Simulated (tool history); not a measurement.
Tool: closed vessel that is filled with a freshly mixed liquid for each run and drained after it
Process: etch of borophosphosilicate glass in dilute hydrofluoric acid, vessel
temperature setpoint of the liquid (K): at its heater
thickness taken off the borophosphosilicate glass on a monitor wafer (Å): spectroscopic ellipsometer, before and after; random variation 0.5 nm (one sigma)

run	hour	temperature setpoint of the liquid (K)	parts of water to one part of 49 % hydrofluoric acid (parts by volume)	time in the liquid (s)	thickness taken off the borophosphosilicate glass on a monitor wafer (Å)
1	0	294.15	80	100	650.03
2	5.7	294.15	100	100	506.5
3	8	295.65	85	100	648.11
4	17	295.65	100	100	540.81
5	22.2	292.15	100	100	467.64
6	26.1	292.15	100	110	519.84
7	29.5	294.15	90	110	629.64
8	30.7	294.15	90	110	631.3
9	35	296.15	80	110	773.84
10	35.9	297.65	70	110	957.15
11	39.9	297.65	70	110	957.76
12	45.8	298.65	65	110	1077.3
13	49.1	299.65	60	110	1219.3
14	54.1	300.15	60	110	1248.8

Forecast run 15:
15	60.4	300.65	60	110	?

thickness taken off the borophosphosilicate glass on a monitor wafer (Å): 1276.6

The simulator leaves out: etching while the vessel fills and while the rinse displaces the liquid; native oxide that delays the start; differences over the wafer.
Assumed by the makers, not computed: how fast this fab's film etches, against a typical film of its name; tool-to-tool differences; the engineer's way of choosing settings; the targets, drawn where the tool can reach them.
